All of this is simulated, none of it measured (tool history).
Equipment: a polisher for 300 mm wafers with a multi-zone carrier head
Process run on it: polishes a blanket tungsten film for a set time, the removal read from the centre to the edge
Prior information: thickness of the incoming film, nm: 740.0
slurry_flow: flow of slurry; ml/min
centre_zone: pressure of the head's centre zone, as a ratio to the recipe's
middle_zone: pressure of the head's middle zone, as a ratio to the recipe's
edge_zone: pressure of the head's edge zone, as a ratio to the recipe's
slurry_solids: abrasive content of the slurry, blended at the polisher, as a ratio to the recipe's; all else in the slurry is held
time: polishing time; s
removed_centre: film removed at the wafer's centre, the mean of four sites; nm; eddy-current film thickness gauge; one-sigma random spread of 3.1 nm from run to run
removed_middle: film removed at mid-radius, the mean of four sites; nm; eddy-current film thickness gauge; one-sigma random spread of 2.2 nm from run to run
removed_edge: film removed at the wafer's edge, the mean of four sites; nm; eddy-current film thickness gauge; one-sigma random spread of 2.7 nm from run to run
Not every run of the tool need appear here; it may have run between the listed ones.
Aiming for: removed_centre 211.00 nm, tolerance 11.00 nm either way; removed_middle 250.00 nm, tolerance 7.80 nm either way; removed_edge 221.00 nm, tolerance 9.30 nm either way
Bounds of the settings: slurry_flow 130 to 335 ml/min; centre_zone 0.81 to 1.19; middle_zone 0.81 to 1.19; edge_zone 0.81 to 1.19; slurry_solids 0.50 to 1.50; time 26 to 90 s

run 1 hour=0.0 | slurry_flow=215 centre_zone=1.00 middle_zone=1.00 edge_zone=1.00 slurry_solids=1.00 time=58 | removed_centre=205.00 removed_middle=200.91 removed_edge=211.59
run 2 hour=2.0 | slurry_flow=225 centre_zone=1.00 middle_zone=1.04 edge_zone=1.00 slurry_solids=1.00 time=58 | removed_centre=203.63 removed_middle=206.96 removed_edge=215.38
run 3 hour=2.9 | slurry_flow=225 centre_zone=1.00 middle_zone=1.04 edge_zone=1.05 slurry_solids=1.00 time=58 | removed_centre=207.32 removed_middle=207.24 removed_edge=216.36
run 4 hour=4.0 | slurry_flow=230 centre_zone=1.00 middle_zone=1.07 edge_zone=1.01 slurry_solids=1.05 time=58 | removed_centre=209.97 removed_middle=217.24 removed_edge=214.43
run 5 hour=7.5 | slurry_flow=230 centre_zone=1.00 middle_zone=1.07 edge_zone=1.01 slurry_solids=1.05 time=44 | removed_centre=162.36 removed_middle=163.10 removed_edge=163.18
run 6 hour=12.9 | slurry_flow=235 centre_zone=0.99 middle_zone=1.09 edge_zone=1.01 slurry_solids=1.15 time=46 | removed_centre=169.10 removed_middle=178.26 removed_edge=172.27
run 7 hour=21.0 | slurry_flow=240 centre_zone=0.99 middle_zone=1.10 edge_zone=1.02 slurry_solids=1.20 time=48 | removed_centre=179.35 removed_middle=186.41 removed_edge=182.10
-- hour=26.8 edge zone pressure recalibrated
run 8 hour=26.8 | slurry_flow=240 centre_zone=0.98 middle_zone=1.12 edge_zone=1.01 slurry_solids=1.25 time=50 | removed_centre=188.40 removed_middle=201.30 removed_edge=186.50

Exactly one of the 5 candidate moves below puts every result within its allowed miss. Which one?
run A hour=32.6 | slurry_flow=245 centre_zone=1.06 middle_zone=1.00 edge_zone=1.05 slurry_solids=1.20 time=44 | removed_centre=? removed_middle=? removed_edge=?
run B hour=32.6 | slurry_flow=215 centre_zone=1.01 middle_zone=0.91 edge_zone=1.13 slurry_solids=1.25 time=56 | removed_centre=? removed_middle=? removed_edge=?
run C hour=32.6 | slurry_flow=225 centre_zone=0.81 middle_zone=1.15 edge_zone=1.05 slurry_solids=1.20 time=65 | removed_centre=? removed_middle=? removed_edge=?
run D hour=32.6 | slurry_flow=225 centre_zone=1.04 middle_zone=0.87 edge_zone=1.12 slurry_solids=1.15 time=57 | removed_centre=? removed_middle=? removed_edge=?
run E hour=32.6 | slurry_flow=235 centre_zone=0.92 middle_zone=1.19 edge_zone=0.99 slurry_solids=1.40 time=58 | removed_centre=? removed_middle=? removed_edge=?

move=A removed_centre=176.35 removed_middle=163.29 removed_edge=168.93
move=B removed_centre=212.59 removed_middle=193.78 removed_edge=222.42
move=C removed_centre=202.89 removed_middle=262.53 removed_edge=247.04
move=D removed_centre=219.46 removed_middle=189.25 removed_edge=222.26
move=E removed_centre=211.28 removed_middle=250.02 removed_edge=222.91
A: moves away from the targets compared with the last run
B: moves away from the targets compared with the last run
C: the result that was furthest off in the last run now lies on the other side of its target
D: moves away from the targets compared with the last run
E: each result inside its tolerance
Go with E: it meets all targets.
